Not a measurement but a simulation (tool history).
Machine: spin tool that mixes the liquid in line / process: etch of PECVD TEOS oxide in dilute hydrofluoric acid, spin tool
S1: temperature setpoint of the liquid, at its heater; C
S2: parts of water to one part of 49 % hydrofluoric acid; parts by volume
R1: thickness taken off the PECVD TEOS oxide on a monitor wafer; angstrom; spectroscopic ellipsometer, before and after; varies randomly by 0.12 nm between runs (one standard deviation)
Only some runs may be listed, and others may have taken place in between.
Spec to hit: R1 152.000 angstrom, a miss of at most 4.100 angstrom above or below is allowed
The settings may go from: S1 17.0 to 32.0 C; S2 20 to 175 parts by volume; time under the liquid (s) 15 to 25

run 1 hour=0.0 | S1=24.0 S2=95 time_under_the_liquid_(s)=25 | R1=50.026
run 2 hour=8.9 | S1=25.5 S2=80 time_under_the_liquid_(s)=25 | R1=64.058
run 3 hour=16.5 | S1=27.0 S2=70 time_under_the_liquid_(s)=25 | R1=77.825
run 4 hour=19.7 | S1=23.5 S2=70 time_under_the_liquid_(s)=25 | R1=66.819
run 5 hour=23.2 | S1=21.0 S2=70 time_under_the_liquid_(s)=25 | R1=60.923
run 6 hour=28.0 | S1=21.0 S2=55 time_under_the_liquid_(s)=25 | R1=78.425
run 7 hour=34.0 | S1=23.0 S2=50 time_under_the_liquid_(s)=25 | R1=94.773
run 8 hour=42.0 | S1=25.0 S2=50 time_under_the_liquid_(s)=25 | R1=103.930
run 9 hour=46.6 | S1=25.0 S2=50 time_under_the_liquid_(s)=25 | R1=103.140
run 10 hour=48.0 | S1=26.5 S2=50 time_under_the_liquid_(s)=25 | R1=108.500
run 11 hour=53.1 | S1=27.5 S2=50 time_under_the_liquid_(s)=25 | R1=114.860
run 12 hour=58.3 | S1=28.5 S2=50 time_under_the_liquid_(s)=25 | R1=119.260
run 13 hour=66.6 | S1=29.0 S2=50 time_under_the_liquid_(s)=25 | R1=120.460
run 14 hour=70.8 | S1=29.5 S2=50 time_under_the_liquid_(s)=25 | R1=124.290
run 15 hour=73.6 | S1=30.0 S2=50 time_under_the_liquid_(s)=25 | R1=125.510
run 16 hour=76.6 | S1=30.5 S2=50 time_under_the_liquid_(s)=25 | R1=130.390
run 17 hour=85.5 | S1=31.0 S2=50 time_under_the_liquid_(s)=25 | R1=131.400

Which of these 5 next moves meets every target?
run A hour=94.4 | S1=31.0 S2=60 time_under_the_liquid_(s)=25 | R1=?
run B hour=94.4 | S1=32.0 S2=30 time_under_the_liquid_(s)=15 | R1=?
run C hour=94.4 | S1=29.0 S2=50 time_under_the_liquid_(s)=25 | R1=?
run D hour=94.4 | S1=32.0 S2=60 time_under_the_liquid_(s)=25 | R1=?
run E hour=94.4 | S1=32.0 S2=45 time_under_the_liquid_(s)=25 | R1=?

move=A R1=107.640
move=B R1=140.720
move=C R1=121.090
move=D R1=111.920
move=E R1=152.710
A: further off than the last run
B: better than the last run, though not everything is in spec
C: further off than the last run
D: further off than the last run
E: each result inside its tolerance
Go with E: it meets all targets.

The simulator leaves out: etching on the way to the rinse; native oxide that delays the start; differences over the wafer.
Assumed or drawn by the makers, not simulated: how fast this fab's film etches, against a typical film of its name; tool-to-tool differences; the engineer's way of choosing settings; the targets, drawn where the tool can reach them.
